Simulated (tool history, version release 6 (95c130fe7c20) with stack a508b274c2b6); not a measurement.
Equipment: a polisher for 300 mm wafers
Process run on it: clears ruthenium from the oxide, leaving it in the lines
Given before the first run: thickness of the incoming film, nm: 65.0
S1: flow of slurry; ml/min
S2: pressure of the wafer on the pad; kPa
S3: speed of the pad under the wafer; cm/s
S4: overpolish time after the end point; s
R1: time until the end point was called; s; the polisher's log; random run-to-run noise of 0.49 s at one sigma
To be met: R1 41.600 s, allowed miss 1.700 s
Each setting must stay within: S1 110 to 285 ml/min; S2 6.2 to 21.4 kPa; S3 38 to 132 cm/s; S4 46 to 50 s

Run 1, day 0.000: S1 180 ml/min, S2 13.8 kPa, S3 84 cm/s, S4 46 s. Result: R1 68.096 s.
Run 2, day 0.329: S1 180 ml/min, S2 14.5 kPa, S3 84 cm/s, S4 46 s. Result: R1 64.476 s.
Run 3, day 0.450: S1 180 ml/min, S2 14.5 kPa, S3 96 cm/s, S4 46 s. Result: R1 56.156 s.
Run 4, day 0.508: S1 165 ml/min, S2 14.5 kPa, S3 96 cm/s, S4 46 s. Result: R1 57.114 s.
Run 5, day 0.588: S1 165 ml/min, S2 14.5 kPa, S3 96 cm/s, S4 50 s. Result: R1 57.009 s.
Run 6, day 0.842: S1 165 ml/min, S2 15.2 kPa, S3 96 cm/s, S4 50 s. Result: R1 56.417 s.
Run 7, day 1.092: S1 170 ml/min, S2 15.9 kPa, S3 96 cm/s, S4 50 s. Result: R1 52.856 s.
Run 8, day 1.271: S1 175 ml/min, S2 16.5 kPa, S3 96 cm/s, S4 50 s. Result: R1 51.468 s.
Run 9, day 1.521: S1 175 ml/min, S2 17.2 kPa, S3 96 cm/s, S4 50 s. Result: R1 48.341 s.
Run 10, day 1.783: S1 185 ml/min, S2 18.6 kPa, S3 96 cm/s, S4 50 s. Result: R1 44.583 s.
Run 11, day 1.942: S1 190 ml/min, S2 19.3 kPa, S3 96 cm/s, S4 50 s. Result: R1 42.819 s.

Pick the move, out of 4, that brings all results within their allowed miss; only one does.
Run A, day 2.100: S1 170 ml/min, S2 17.2 kPa, S3 102 cm/s, S4 46 s. Result: R1 ?.
Run B, day 2.100: S1 185 ml/min, S2 16.5 kPa, S3 104 cm/s, S4 50 s. Result: R1 ?.
Run C, day 2.100: S1 245 ml/min, S2 21.4 kPa, S3 80 cm/s, S4 46 s. Result: R1 ?.
Run D, day 2.100: S1 145 ml/min, S2 19.3 kPa, S3 106 cm/s, S4 46 s. Result: R1 ?.

move      R1
   A  46.124
   B  46.386
   C  45.537
   D  41.275
A: lands further from the targets than the last run did
B: lands further from the targets than the last run did
C: lands further from the targets than the last run did
D: every result within its allowed miss
Go with D: it meets all targets.
